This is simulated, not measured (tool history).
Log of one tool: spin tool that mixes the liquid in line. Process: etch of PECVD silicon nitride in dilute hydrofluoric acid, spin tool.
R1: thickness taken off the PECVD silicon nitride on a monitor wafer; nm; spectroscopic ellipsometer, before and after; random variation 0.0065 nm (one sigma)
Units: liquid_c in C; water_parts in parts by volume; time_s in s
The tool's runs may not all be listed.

run 1 hour=0 | liquid_c=26 water_parts=150 time_s=60 | R1=1.0426
run 2 hour=6.7 | liquid_c=29.5 water_parts=150 time_s=60 | R1=1.318
run 3 hour=9 | liquid_c=29.5 water_parts=95 time_s=60 | R1=2.0486
run 4 hour=17.9 | liquid_c=29.5 water_parts=95 time_s=60 | R1=2.0824
run 5 hour=24.4 | liquid_c=29.5 water_parts=95 time_s=40 | R1=1.3692
run 6 hour=29.9 | liquid_c=26.5 water_parts=105 time_s=40 | R1=1.0236
run 7 hour=35.2 | liquid_c=25 water_parts=105 time_s=40 | R1=0.95051
run 8 hour=41 | liquid_c=23.5 water_parts=105 time_s=40 | R1=0.84275
run 9 hour=48 | liquid_c=22.5 water_parts=105 time_s=40 | R1=0.79231

The next listed run, before its measurement:
run 10 hour=52.5 | liquid_c=21.5 water_parts=105 time_s=40 | R1=?

Run 10 gave R1 0.7437 nm.

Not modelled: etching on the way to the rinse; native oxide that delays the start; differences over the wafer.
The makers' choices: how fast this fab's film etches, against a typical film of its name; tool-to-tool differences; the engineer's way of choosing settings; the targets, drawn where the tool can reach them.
